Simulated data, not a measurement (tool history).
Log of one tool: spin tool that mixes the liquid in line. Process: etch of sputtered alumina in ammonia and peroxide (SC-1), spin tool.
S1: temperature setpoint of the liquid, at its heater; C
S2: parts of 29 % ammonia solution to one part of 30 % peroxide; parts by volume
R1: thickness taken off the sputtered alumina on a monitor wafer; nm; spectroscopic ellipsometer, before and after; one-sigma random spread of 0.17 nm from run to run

{"run": 1, "hour": 0.0, "S1": 46, "S2": 0.45, "time under the liquid (s)": 230, "R1": 10.123}
{"run": 2, "hour": 7.3, "S1": 46, "S2": 0.45, "time under the liquid (s)": 230, "R1": 9.9849}
{"run": 3, "hour": 9.1, "S1": 40, "S2": 0.45, "time under the liquid (s)": 230, "R1": 7.0101}
{"run": 4, "hour": 14.9, "S1": 38, "S2": 0.45, "time under the liquid (s)": 230, "R1": 6.2506}
{"run": 5, "hour": 20.4, "S1": 41, "S2": 0.45, "time under the liquid (s)": 230, "R1": 7.475}
{"run": 6, "hour": 22.6, "S1": 41, "S2": 0.45, "time under the liquid (s)": 230, "R1": 7.5009}
{"run": 7, "hour": 27.0, "S1": 43.5, "S2": 0.45, "time under the liquid (s)": 230, "R1": 8.6636}
{"run": 8, "hour": 35.7, "S1": 45.5, "S2": 0.45, "time under the liquid (s)": 230, "R1": 9.7781}
{"run": 9, "hour": 44.3, "S1": 47.5, "S2": 0.45, "time under the liquid (s)": 230, "R1": 10.822}
{"run": 10, "hour": 48.1, "S1": 49.5, "S2": 0.45, "time under the liquid (s)": 230, "R1": 12.22}
{"run": 11, "hour": 48.9, "S1": 51, "S2": 0.45, "time under the liquid (s)": 230, "R1": 13.275}
{"run": 12, "hour": 54.5, "S1": 52.5, "S2": 0.45, "time under the liquid (s)": 230, "R1": 14.206}
{"run": 13, "hour": 63.1, "S1": 53.5, "S2": 0.45, "time under the liquid (s)": 230, "R1": 15.224}

What does the tool deliver on the next run?
{"run": 14, "hour": 68.1, "S1": 54.5, "S2": 0.45, "time under the liquid (s)": 230, "R1": "?"}

R1: 16.188 nm

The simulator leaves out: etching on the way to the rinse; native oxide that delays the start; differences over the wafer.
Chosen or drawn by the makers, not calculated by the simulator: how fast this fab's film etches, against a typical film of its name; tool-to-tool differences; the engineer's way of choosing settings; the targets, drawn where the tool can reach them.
